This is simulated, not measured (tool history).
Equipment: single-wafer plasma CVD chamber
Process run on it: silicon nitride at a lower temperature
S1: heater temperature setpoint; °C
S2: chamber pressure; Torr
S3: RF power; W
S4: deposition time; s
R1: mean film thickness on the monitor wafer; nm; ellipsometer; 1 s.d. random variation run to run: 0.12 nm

run	hour	S1	S2	S3	S4	R1
1	0.0	360	1.51	300	23.1	28.417
2	7.3	349	1.51	300	23.1	28.731
3	8.1	349	1.43	285	22.9	27.370
4	16.2	349	1.31	285	22.9	26.264
5	17.6	349	1.24	280	22.9	25.549
6	25.4	349	1.24	250	22.9	24.368

Run 7 is up next; what results do you expect?
7	30.5	349	1.21	250	22.9	?

Run 7 came out at R1 24.293 nm.

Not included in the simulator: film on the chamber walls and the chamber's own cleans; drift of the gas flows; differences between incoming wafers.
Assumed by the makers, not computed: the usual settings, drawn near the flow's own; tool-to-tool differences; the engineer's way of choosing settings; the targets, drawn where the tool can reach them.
